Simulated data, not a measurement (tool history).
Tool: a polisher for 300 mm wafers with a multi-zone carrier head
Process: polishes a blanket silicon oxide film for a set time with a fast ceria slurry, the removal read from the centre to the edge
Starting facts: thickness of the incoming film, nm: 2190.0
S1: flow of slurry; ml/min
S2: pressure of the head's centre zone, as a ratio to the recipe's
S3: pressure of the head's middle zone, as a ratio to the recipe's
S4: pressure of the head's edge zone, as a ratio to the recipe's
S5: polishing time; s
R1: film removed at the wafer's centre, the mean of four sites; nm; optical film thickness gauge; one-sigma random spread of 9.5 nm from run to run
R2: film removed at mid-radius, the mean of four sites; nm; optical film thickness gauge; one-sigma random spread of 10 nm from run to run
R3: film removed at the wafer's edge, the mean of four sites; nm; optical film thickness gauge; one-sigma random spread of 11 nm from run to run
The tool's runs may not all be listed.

{"run": 1, "hour": 0.0, "S1": 265, "S2": 1.0, "S3": 1.0, "S4": 1.0, "S5": 58, "R1": 748.44, "R2": 757.0, "R3": 762.63}
{"run": 2, "hour": 6.4, "S1": 315, "S2": 1.0, "S3": 1.0, "S4": 1.0, "S5": 58, "R1": 764.19, "R2": 771.98, "R3": 778.41}
{"run": 3, "hour": 13.9, "S1": 320, "S2": 1.01, "S3": 1.0, "S4": 1.02, "S5": 60, "R1": 783.98, "R2": 787.87, "R3": 820.53}
{"run": 4, "hour": 17.9, "S1": 320, "S2": 1.01, "S3": 1.0, "S4": 1.02, "S5": 74, "R1": 995.13, "R2": 979.44, "R3": 1011.9}
{"run": 5, "hour": 24.8, "S1": 320, "S2": 1.02, "S3": 1.0, "S4": 1.02, "S5": 74, "R1": 982.47, "R2": 991.29, "R3": 1003.4}
{"run": 6, "hour": 28.0, "S1": 325, "S2": 1.03, "S3": 0.99, "S4": 1.02, "S5": 74, "R1": 993.69, "R2": 966.07, "R3": 992.83}
{"run": 7, "hour": 31.2, "S1": 325, "S2": 1.04, "S3": 0.99, "S4": 1.03, "S5": 74, "R1": 995.59, "R2": 958.88, "R3": 1015.5}
{"run": 8, "hour": 39.2, "S1": 325, "S2": 1.05, "S3": 0.99, "S4": 1.03, "S5": 74, "R1": 1019.9, "R2": 957.97, "R3": 1008.8}
{"run": 9, "hour": 41.1, "S1": 325, "S2": 1.06, "S3": 0.99, "S4": 1.03, "S5": 74, "R1": 1024.6, "R2": 960.63, "R3": 1009.2}
{"run": 10, "hour": 44.5, "S1": 325, "S2": 1.07, "S3": 0.99, "S4": 1.03, "S5": 74, "R1": 1039.9, "R2": 989.27, "R3": 1002.1}
{"run": 11, "hour": 52.7, "S1": 325, "S2": 1.07, "S3": 0.98, "S4": 1.03, "S5": 74, "R1": 1043.8, "R2": 972.6, "R3": 1018.5}

Predict the results of run 12:
{"run": 12, "hour": 57.2, "S1": 330, "S2": 1.08, "S3": 0.97, "S4": 1.04, "S5": 74, "R1": "?", "R2": "?", "R3": "?"}

{"run 12": {"R1": 1042.4, "R2": 963.39, "R3": 992.72}}

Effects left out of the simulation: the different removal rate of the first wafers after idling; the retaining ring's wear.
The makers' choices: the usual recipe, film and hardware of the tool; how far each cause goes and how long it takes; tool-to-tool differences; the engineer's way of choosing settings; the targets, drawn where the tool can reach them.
